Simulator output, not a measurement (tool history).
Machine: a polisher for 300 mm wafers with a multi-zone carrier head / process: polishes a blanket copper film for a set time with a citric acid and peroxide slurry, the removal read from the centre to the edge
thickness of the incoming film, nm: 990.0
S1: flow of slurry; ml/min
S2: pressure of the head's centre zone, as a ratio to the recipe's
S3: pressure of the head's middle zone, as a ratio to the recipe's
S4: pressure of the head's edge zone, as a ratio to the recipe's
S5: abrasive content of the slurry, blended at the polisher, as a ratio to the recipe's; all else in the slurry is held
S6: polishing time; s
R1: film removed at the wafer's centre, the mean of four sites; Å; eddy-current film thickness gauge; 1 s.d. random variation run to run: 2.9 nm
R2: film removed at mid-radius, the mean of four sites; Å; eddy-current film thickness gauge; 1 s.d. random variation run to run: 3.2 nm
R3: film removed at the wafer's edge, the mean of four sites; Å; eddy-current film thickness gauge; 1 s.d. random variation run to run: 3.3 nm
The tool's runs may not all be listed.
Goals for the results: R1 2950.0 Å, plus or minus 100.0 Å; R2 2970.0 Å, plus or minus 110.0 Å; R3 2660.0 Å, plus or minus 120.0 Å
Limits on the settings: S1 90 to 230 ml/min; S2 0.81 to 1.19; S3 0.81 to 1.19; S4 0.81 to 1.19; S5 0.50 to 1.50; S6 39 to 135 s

run	hour	S1	S2	S3	S4	S5	S6	R1	R2	R3
1	0.0	150	1.00	1.00	1.00	1.00	87	1910.4	1866.0	1839.5
2	7.6	155	1.01	1.02	1.02	1.05	89	1977.8	1936.6	1936.3
3	8.5	155	1.01	1.02	1.02	0.90	89	1914.7	1867.4	1848.2
4	10.8	155	1.01	0.98	1.02	0.90	89	1925.8	1805.8	1848.5
5	14.1	155	1.01	0.98	1.02	0.90	78	1687.6	1570.0	1647.5
6	22.2	155	1.05	0.98	1.02	0.90	78	1720.7	1594.8	1617.3
7	26.2	160	1.06	1.00	1.02	1.00	82	1916.1	1691.6	1763.9
8	29.4	160	1.06	1.02	1.01	1.05	86	2033.2	1873.6	1862.5
9	31.8	165	1.06	1.04	1.01	1.10	89	2117.4	1991.0	1976.3

Which single option among these 4 for the next run brings every result within its allowed miss of target? Just one does.
A	34.2	165	0.93	1.11	0.96	1.15	135	?	?	?
B	34.2	170	0.97	1.12	0.98	1.05	123	?	?	?
C	34.2	150	1.03	1.09	0.92	0.90	133	?	?	?
D	34.2	110	0.88	1.16	1.07	1.35	132	?	?	?

move	R1	R2	R3
A	2918.4	3223.3	2987.5
B	2711.5	2907.7	2697.7
C	2911.9	2903.1	2691.9
D	2613.7	3173.1	3044.0
A: the result that was furthest off in the last run now lies on the other side of its target
B: brings the last run's worst result on target, with another outside its allowed miss
C: meets every target
D: the result that was furthest off in the last run now lies on the other side of its target
Move C is the one to make.
